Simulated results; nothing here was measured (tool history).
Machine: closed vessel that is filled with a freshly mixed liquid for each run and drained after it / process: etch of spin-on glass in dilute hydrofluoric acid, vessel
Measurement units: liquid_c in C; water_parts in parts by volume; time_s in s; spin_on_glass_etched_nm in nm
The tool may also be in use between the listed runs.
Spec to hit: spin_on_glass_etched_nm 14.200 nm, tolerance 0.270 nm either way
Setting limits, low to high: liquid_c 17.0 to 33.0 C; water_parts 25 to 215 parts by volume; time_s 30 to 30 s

| run | hour | liquid_c | water_parts | time_s | spin_on_glass_etched_nm |
|---|---|---|---|---|---|
| 1 | 0.0 | 25.0 | 120 | 30 | 16.177 |
| 2 | 4.9 | 24.5 | 120 | 30 | 15.884 |
| 3 | 7.3 | 24.0 | 120 | 30 | 15.627 |
| 4 | 10.0 | 23.5 | 120 | 30 | 15.148 |
| 5 | 18.9 | 23.5 | 90 | 30 | 21.126 |
| 6 | 22.4 | 22.5 | 95 | 30 | 18.789 |
| 7 | 27.9 | 21.5 | 95 | 30 | 18.067 |
| 8 | 30.0 | 21.0 | 95 | 30 | 17.805 |
| 9 | 34.7 | 21.0 | 95 | 30 | 17.974 |
| 10 | 38.7 | 20.5 | 95 | 30 | 17.370 |
| 11 | 44.8 | 20.0 | 95 | 30 | 17.063 |
| 12 | 48.2 | 17.0 | 105 | 30 | 13.391 |

Consider the 5 candidate settings below. Which is the only one whose results all fall within their allowed miss of target?
| A | 51.6 | 18.0 | 115 | 30 | ? |
| B | 51.6 | 17.0 | 110 | 30 | ? |
| C | 51.6 | 17.0 | 100 | 30 | ? |
| D | 51.6 | 17.5 | 115 | 30 | ? |
| E | 51.6 | 17.0 | 95 | 30 | ? |

| move | spin_on_glass_etched_nm |
|---|---|
| A | 12.747 |
| B | 12.832 |
| C | 14.254 |
| D | 12.479 |
| E | 15.078 |
A: moves away from the targets compared with the last run
B: moves away from the targets compared with the last run
C: in spec on every target
D: moves away from the targets compared with the last run
E: carries the result that was furthest off beyond its target, to the other side
Go with C: it meets all targets.

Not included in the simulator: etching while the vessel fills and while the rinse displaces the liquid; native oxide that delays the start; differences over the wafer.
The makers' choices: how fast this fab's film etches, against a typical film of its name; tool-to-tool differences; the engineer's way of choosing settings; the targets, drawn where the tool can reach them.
